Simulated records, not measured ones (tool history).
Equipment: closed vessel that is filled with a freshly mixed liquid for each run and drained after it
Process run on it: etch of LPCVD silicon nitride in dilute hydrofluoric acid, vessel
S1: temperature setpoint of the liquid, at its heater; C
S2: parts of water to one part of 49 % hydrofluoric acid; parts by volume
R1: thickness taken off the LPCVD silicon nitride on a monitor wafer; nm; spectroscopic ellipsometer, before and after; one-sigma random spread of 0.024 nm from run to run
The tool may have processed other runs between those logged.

Run 1, hour 0.0: S1 26.0 C, S2 140 parts by volume, time in the liquid (s) 3200. Result: R1 10.7020 nm.
Run 2, hour 1.6: S1 24.0 C, S2 140 parts by volume, time in the liquid (s) 3200. Result: R1 9.3872 nm.
Run 3, hour 9.0: S1 22.5 C, S2 140 parts by volume, time in the liquid (s) 3200. Result: R1 8.5281 nm.
Run 4, hour 11.6: S1 25.5 C, S2 140 parts by volume, time in the liquid (s) 3200. Result: R1 10.4200 nm.
Run 5, hour 19.3: S1 23.0 C, S2 140 parts by volume, time in the liquid (s) 3200. Result: R1 8.7742 nm.
Run 6, hour 25.0: S1 23.0 C, S2 160 parts by volume, time in the liquid (s) 3200. Result: R1 7.7345 nm.

Expected results for the next run?
Run 7, hour 29.9: S1 22.0 C, S2 160 parts by volume, time in the liquid (s) 3200. Result: R1 ?.

{"run 7": {"R1": 7.1987}}
